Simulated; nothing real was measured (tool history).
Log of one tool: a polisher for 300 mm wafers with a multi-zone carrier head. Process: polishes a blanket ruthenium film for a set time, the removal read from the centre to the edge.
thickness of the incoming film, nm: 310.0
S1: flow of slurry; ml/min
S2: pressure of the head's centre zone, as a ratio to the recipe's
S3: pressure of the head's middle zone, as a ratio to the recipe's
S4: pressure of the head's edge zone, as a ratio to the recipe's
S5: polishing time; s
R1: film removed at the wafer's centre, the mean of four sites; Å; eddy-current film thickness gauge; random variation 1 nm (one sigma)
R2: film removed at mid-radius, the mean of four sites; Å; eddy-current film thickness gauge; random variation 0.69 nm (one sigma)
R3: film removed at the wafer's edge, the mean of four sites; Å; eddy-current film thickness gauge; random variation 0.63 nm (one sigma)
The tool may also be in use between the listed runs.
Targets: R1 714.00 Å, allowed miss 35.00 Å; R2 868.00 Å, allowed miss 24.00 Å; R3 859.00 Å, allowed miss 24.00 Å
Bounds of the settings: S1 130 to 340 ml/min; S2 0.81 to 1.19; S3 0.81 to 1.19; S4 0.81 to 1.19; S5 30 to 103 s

| run | day | S1 | S2 | S3 | S4 | S5 | R1 | R2 | R3 |
|---|---|---|---|---|---|---|---|---|---|
| 1 | 0.000 | 220 | 1.00 | 1.00 | 1.00 | 66 | 615.80 | 598.70 | 610.57 |
| 2 | 0.104 | 230 | 0.97 | 1.04 | 1.05 | 71 | 641.89 | 660.30 | 669.63 |
| 3 | 0.142 | 235 | 0.94 | 1.07 | 1.08 | 75 | 652.87 | 719.15 | 705.87 |
| 4 | 0.350 | 235 | 0.90 | 1.07 | 1.08 | 75 | 627.90 | 719.16 | 721.53 |
| 5 | 0.392 | 235 | 0.90 | 1.10 | 1.08 | 75 | 619.29 | 730.74 | 716.49 |
| 6 | 0.612 | 235 | 0.86 | 1.10 | 1.08 | 75 | 613.92 | 729.70 | 713.29 |
| 7 | 0.950 | 245 | 0.87 | 1.10 | 1.10 | 78 | 629.12 | 762.78 | 764.60 |
| 8 | 1.275 | 275 | 0.97 | 1.19 | 1.17 | 83 | 742.92 | 865.57 | 823.47 |

Which of these 5 next moves meets every target?
| A | 1.600 | 285 | 0.90 | 1.18 | 1.19 | 84 | ? | ? | ? |
| B | 1.600 | 295 | 0.97 | 0.97 | 1.19 | 88 | ? | ? | ? |
| C | 1.600 | 285 | 1.02 | 1.16 | 1.18 | 84 | ? | ? | ? |
| D | 1.600 | 260 | 0.89 | 1.19 | 1.08 | 81 | ? | ? | ? |
| E | 1.600 | 290 | 0.87 | 1.19 | 1.10 | 82 | ? | ? | ? |

| move | R1 | R2 | R3 |
|---|---|---|---|
| A | 711.88 | 886.41 | 846.29 |
| B | 806.31 | 824.76 | 890.56 |
| C | 807.52 | 876.21 | 843.05 |
| D | 672.04 | 851.87 | 774.58 |
| E | 672.82 | 871.68 | 797.18 |
A: meets every target
B: takes the result that was furthest off past its target
C: brings the result that was furthest off to its target, and leaves another outside
D: further off than the last run
E: further off than the last run
Move A is the one to make.
